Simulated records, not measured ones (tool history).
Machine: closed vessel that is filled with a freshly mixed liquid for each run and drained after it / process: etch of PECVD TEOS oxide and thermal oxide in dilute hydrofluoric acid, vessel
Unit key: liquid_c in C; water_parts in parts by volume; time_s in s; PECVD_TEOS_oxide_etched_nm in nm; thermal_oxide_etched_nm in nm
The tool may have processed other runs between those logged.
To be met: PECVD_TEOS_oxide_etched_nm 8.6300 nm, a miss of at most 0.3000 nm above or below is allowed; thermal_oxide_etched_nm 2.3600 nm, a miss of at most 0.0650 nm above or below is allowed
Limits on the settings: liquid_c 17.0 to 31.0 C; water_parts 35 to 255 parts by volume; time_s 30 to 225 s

run	hour	liquid_c	water_parts	time_s	PECVD_TEOS_oxide_etched_nm	thermal_oxide_etched_nm
1	0.0	23.0	145	115	13.0550	3.5831
2	6.5	22.5	150	115	12.3010	3.3786
3	7.4	22.5	115	115	16.5920	4.5886
4	15.8	22.5	75	115	26.8610	7.3829
5	17.6	22.0	85	115	22.9080	6.2916
6	20.3	21.5	95	115	20.3640	5.4434
7	24.3	21.5	105	115	17.8130	4.8477
8	30.7	21.0	110	115	16.6350	4.5164
9	39.3	20.5	115	115	15.2210	4.1977
10	47.4	20.0	120	115	14.4730	3.8953
11	53.0	20.0	125	115	13.9080	3.7832
12	55.9	19.5	130	115	12.7930	3.5306
13	57.4	19.5	135	115	12.5920	3.3725
14	65.4	19.5	140	115	11.8910	3.2400
15	68.2	19.0	145	115	11.1380	3.0796
16	76.1	19.0	145	115	11.2200	3.0578
17	77.0	18.0	155	115	9.9418	2.7375
18	83.6	17.5	160	115	9.3455	2.5866
19	89.5	17.5	165	115	9.1051	2.4866

Consider the 4 candidate settings below. Which is the only one whose results all fall within their allowed miss of target?
A	95.4	19.0	155	95	?	?
B	95.4	17.0	155	115	?	?
C	95.4	20.0	140	90	?	?
D	95.4	17.0	75	50	?	?

move	PECVD_TEOS_oxide_etched_nm	thermal_oxide_etched_nm
A	8.6205	2.3508
B	9.6239	2.6245
C	9.5582	2.6066
D	9.3816	2.5584
A: in spec on every target
B: further off than the last run
C: further off than the last run
D: further off than the last run
A meets every target.
